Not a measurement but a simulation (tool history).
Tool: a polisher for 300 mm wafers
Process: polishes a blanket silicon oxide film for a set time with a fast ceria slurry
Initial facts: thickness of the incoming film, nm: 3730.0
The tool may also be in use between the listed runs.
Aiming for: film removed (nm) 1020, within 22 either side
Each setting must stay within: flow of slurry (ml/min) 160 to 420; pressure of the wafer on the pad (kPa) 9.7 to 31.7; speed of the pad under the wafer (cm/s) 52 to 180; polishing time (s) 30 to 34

run  hour  flow of slurry (ml/min)  pressure of the wafer on the pad (kPa)  speed of the pad under the wafer (cm/s)  polishing time (s)  film removed (nm)
  1     0                      270                                    20.7                                      116                  34             770.08
  2   3.5                      270                                    23.4                                      116                  34             863.46
  3   9.9                      270                                    23.4                                      116                  34             866.75
  4  11.4                      270                                    23.4                                      132                  34             975.68
  5  13.7                      270                                    23.4                                      132                  34             971.43
  6  20.4                      270                                    23.4                                      108                  34             809.14
  7  21.7                      275                                    24.8                                      108                  34             856.58
  8  30.4                      275                                    25.5                                      108                  34             880.83
  9  31.6                      280                                    26.2                                      108                  34             901.97
 10  37.1                      280                                    26.2                                      108                  34             908.93
 11  39.8                      280                                    26.9                                      108                  34             920.08
 12  42.2                      280                                    27.6                                      108                  34             952.04

4 next moves are on the table. One of them brings every result within its allowed miss. Which?
  A  44.6                      305                                    28.3                                      104                  33                  ?
  B  44.6                      255                                    29.6                                      102                  34                  ?
  C  44.6                      225                                    30.3                                      124                  30                  ?
  D  44.6                      320                                    28.3                                      106                  34                  ?

move  film removed (nm)
   A             915.17
   B             953.27
   C             1025.5
   D             964.35
A: moves away from the targets compared with the last run
B: neither nearer nor further off than the last run
C: every result lands within tolerance
D: nearer than the last run, and not there yet
C is the move that brings every result within its allowed miss.

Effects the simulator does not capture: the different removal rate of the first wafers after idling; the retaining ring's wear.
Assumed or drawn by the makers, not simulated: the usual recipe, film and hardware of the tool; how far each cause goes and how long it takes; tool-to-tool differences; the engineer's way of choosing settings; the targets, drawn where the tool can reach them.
